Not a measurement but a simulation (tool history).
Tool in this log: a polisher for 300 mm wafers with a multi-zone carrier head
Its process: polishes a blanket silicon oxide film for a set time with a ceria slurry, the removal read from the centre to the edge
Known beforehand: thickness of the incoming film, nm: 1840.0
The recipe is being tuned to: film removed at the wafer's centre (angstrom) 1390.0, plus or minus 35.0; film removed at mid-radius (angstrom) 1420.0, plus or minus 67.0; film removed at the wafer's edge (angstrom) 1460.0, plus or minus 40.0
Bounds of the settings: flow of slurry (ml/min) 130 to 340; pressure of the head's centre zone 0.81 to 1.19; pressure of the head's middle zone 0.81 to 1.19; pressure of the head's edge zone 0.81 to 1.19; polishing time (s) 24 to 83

run,hour,flow of slurry (ml/min),pressure of the head's centre zone,pressure of the head's middle zone,pressure of the head's edge zone,polishing time (s),film removed at the wafer's centre (angstrom),film removed at mid-radius (angstrom),film removed at the wafer's edge (angstrom)
1,0.0,220,1.00,1.00,1.00,53,2242.3,2252.7,2245.4
2,1.6,220,1.00,1.00,1.05,53,2283.6,2210.6,2337.3
3,7.6,220,1.08,1.00,1.05,53,2446.6,2273.5,2302.1
4,13.0,220,1.08,1.00,1.05,63,2873.7,2680.0,2771.8
5,18.7,210,1.03,0.97,1.01,55,2365.5,2250.1,2346.0
6,19.5,180,1.03,0.97,1.01,55,2315.3,2171.2,2323.2
7,22.8,180,1.00,0.96,0.98,49,1997.1,1902.1,2021.5
8,23.6,180,0.97,0.95,0.95,46,1831.6,1754.0,1882.8
9,25.7,175,0.88,0.98,0.85,33,1186.2,1310.3,1274.6
10,27.2,235,0.94,0.97,0.95,33,1338.7,1372.5,1407.6
11,34.8,235,0.94,0.97,0.96,33,1341.7,1393.8,1402.0
12,41.5,235,0.94,0.97,0.97,33,1337.8,1382.8,1397.7
13,50.0,235,0.94,0.97,0.99,33,1326.0,1390.0,1418.6
14,51.5,240,0.95,0.97,1.00,33,1342.0,1399.2,1428.1

Next run, 4 choices. One meets every target within its allowed miss, the rest don't. Which?
A,53.0,265,0.91,1.16,0.95,33,?,?,?
B,53.0,250,0.92,0.94,0.93,35,?,?,?
C,53.0,265,0.97,1.17,0.94,33,?,?,?
D,53.0,245,0.98,0.94,1.04,31,?,?,?

move,film removed at the wafer's centre (angstrom),film removed at mid-radius (angstrom),film removed at the wafer's edge (angstrom)
A,1314.6,1673.3,1412.8
B,1396.6,1473.9,1480.0
C,1402.1,1685.2,1405.6
D,1314.6,1301.5,1380.3
A: its largest miss is bigger than the last run's
B: hits every target within its allowed miss
C: brings the last run's worst result on target, with another outside its allowed miss
D: its largest miss is bigger than the last run's
B is the move that brings every result within its allowed miss.
